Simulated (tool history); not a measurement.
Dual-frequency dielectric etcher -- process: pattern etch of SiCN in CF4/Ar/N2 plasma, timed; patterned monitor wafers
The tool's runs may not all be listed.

run	hour	source power (W)	bias power (W)	Ar flow (sccm)	CF4 flow (sccm)	etch time (s)	mean etch depth across the wafer (Å)
1	0.0	470	75	95	61	71.0	690.55
2	3.8	470	75	95	61	64.5	625.13
3	4.7	470	83	95	61	64.5	640.36
4	12.1	440	82	96	61	64.5	600.96
5	14.7	440	82	96	67	64.5	607.02
6	18.9	440	74	96	67	64.5	595.44

Forecast run 7:
7	22.6	430	74	96	67	64.5	?

Run 7 measured mean etch depth across the wafer (Å) 578.41.
